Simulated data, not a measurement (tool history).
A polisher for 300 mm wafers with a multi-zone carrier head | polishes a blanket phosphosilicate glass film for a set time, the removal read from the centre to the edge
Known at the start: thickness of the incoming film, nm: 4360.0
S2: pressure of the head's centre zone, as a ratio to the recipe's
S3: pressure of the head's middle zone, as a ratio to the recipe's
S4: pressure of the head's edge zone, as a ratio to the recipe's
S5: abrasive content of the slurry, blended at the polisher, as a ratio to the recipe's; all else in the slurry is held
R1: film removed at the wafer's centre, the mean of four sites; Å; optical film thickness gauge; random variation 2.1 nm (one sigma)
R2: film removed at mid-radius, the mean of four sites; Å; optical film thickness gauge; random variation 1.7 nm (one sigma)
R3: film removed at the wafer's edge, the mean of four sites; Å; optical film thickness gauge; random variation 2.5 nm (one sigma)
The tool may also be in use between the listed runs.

{"run": 1, "hour": 0.0, "flow of slurry (ml/min)": 285, "S2": 1.0, "S3": 1.0, "S4": 1.0, "S5": 1.0, "polishing time (s)": 65, "R1": 4576.1, "R2": 4573.7, "R3": 4569.6}
{"run": 2, "hour": 1.6, "flow of slurry (ml/min)": 325, "S2": 1.0, "S3": 1.0, "S4": 1.0, "S5": 1.0, "polishing time (s)": 65, "R1": 4592.6, "R2": 4570.5, "R3": 4589.6}
{"run": 3, "hour": 4.3, "flow of slurry (ml/min)": 285, "S2": 1.0, "S3": 1.0, "S4": 1.0, "S5": 1.0, "polishing time (s)": 65, "R1": 4544.4, "R2": 4533.0, "R3": 4530.6}
{"run": 4, "hour": 8.5, "flow of slurry (ml/min)": 285, "S2": 1.0, "S3": 1.0, "S4": 1.0, "S5": 1.15, "polishing time (s)": 65, "R1": 4805.9, "R2": 4806.8, "R3": 4934.6}
{"run": 5, "hour": 15.0, "flow of slurry (ml/min)": 285, "S2": 1.0, "S3": 0.97, "S4": 1.0, "S5": 1.05, "polishing time (s)": 60, "R1": 4283.2, "R2": 4107.4, "R3": 4289.6}
{"run": 6, "hour": 17.4, "flow of slurry (ml/min)": 285, "S2": 1.0, "S3": 0.97, "S4": 1.08, "S5": 1.05, "polishing time (s)": 60, "R1": 4366.0, "R2": 4211.6, "R3": 4470.7}

Forecast run 7:
{"run": 7, "hour": 19.5, "flow of slurry (ml/min)": 285, "S2": 1.0, "S3": 0.95, "S4": 1.06, "S5": 0.95, "polishing time (s)": 56, "R1": "?", "R2": "?", "R3": "?"}

{"run 7": {"R1": 3867.5, "R2": 3664.9, "R3": 3953.7}}
